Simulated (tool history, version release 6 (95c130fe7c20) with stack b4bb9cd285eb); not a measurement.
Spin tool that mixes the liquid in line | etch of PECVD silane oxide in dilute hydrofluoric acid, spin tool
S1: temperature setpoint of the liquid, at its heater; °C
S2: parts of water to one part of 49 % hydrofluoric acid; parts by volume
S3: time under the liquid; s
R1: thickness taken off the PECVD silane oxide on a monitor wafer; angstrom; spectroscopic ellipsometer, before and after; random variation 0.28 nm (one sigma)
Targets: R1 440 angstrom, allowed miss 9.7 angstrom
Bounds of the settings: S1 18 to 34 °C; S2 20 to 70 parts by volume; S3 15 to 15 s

Run 1, day 0: S1 26 °C, S2 40 parts by volume, S3 15 s. Result: R1 195.8 angstrom.
Run 2, day 0.054: S1 27 °C, S2 35 parts by volume, S3 15 s. Result: R1 236.59 angstrom.
Run 3, day 0.262: S1 28 °C, S2 35 parts by volume, S3 15 s. Result: R1 245.24 angstrom.
Run 4, day 0.521: S1 29 °C, S2 35 parts by volume, S3 15 s. Result: R1 258.31 angstrom.
Run 5, day 0.6: S1 25.5 °C, S2 35 parts by volume, S3 15 s. Result: R1 222.75 angstrom.
At day 0.971: hydrofluoric acid flow meter replaced.
Run 6, day 0.971: S1 26.5 °C, S2 35 parts by volume, S3 15 s. Result: R1 245.41 angstrom.
Run 7, day 1.167: S1 27.5 °C, S2 35 parts by volume, S3 15 s. Result: R1 253.92 angstrom.
Run 8, day 1.417: S1 27.5 °C, S2 35 parts by volume, S3 15 s. Result: R1 257.79 angstrom.
Run 9, day 1.767: S1 28.5 °C, S2 35 parts by volume, S3 15 s. Result: R1 265.05 angstrom.
Run 10, day 1.925: S1 28.5 °C, S2 35 parts by volume, S3 15 s. Result: R1 267.66 angstrom.
Run 11, day 2.117: S1 29.5 °C, S2 35 parts by volume, S3 15 s. Result: R1 278.33 angstrom.
Run 12, day 2.179: S1 30 °C, S2 35 parts by volume, S3 15 s. Result: R1 283.6 angstrom.
Run 13, day 2.333: S1 30.5 °C, S2 35 parts by volume, S3 15 s. Result: R1 291.49 angstrom.
Run 14, day 2.554: S1 31 °C, S2 35 parts by volume, S3 15 s. Result: R1 294.83 angstrom.

Which of these 4 next moves meets every target?
Run A, day 2.775: S1 33.5 °C, S2 25 parts by volume, S3 15 s. Result: R1 ?.
Run B, day 2.775: S1 34 °C, S2 25 parts by volume, S3 15 s. Result: R1 ?.
Run C, day 2.775: S1 32 °C, S2 25 parts by volume, S3 15 s. Result: R1 ?.
Run D, day 2.775: S1 27.5 °C, S2 20 parts by volume, S3 15 s. Result: R1 ?.

move      R1
   A  467.56
   B   476.8
   C  440.69
   D  462.95
A: takes the result that was furthest off past its target
B: takes the result that was furthest off past its target
C: meets every target
D: takes the result that was furthest off past its target
Move C is the one to make.

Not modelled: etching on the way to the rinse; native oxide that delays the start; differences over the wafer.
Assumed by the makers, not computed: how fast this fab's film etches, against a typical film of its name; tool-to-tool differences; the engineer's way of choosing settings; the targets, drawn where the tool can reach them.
